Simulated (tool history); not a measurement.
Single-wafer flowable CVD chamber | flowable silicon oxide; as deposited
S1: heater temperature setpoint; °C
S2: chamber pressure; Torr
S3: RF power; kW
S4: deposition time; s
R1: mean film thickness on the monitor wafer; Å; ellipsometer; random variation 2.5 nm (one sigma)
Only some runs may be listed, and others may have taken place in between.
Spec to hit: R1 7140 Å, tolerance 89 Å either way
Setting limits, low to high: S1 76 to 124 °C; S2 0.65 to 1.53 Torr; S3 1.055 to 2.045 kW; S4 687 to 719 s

run	hour	S1	S2	S3	S4	R1
1	0	100	1.09	1.55	719	5726
2	1.1	100	1.24	1.55	719	6473.2
3	2.7	100	1.24	1.55	719	6446.2
4	3.6	100	1.24	1.55	719	6464.7
5	9.8	100	1.24	1.55	687	6181.3
6	11.8	99	1.24	1.55	687	6336.3
7	19	98	1.24	1.55	687	6557.6
8	24.1	97	1.24	1.55	687	6719.2
9	31.9	97	1.24	1.55	687	6729.9
10	39.7	96	1.24	1.55	687	6917.2

Pick the move, out of 4, that brings all results within their allowed miss; only one does.
A	47.5	96	1.2	1.405	719	?
B	47.5	99	1.37	1.27	687	?
C	47.5	96	1.24	1.575	702	?
D	47.5	97	1.3	1.535	719	?

move	R1
A	6797
B	6544.5
C	7090
D	7345.8
A: misses by more than the last run did
B: misses by more than the last run did
C: every result within its allowed miss
D: takes the result that was furthest off past its target
Go with C: it meets all targets.
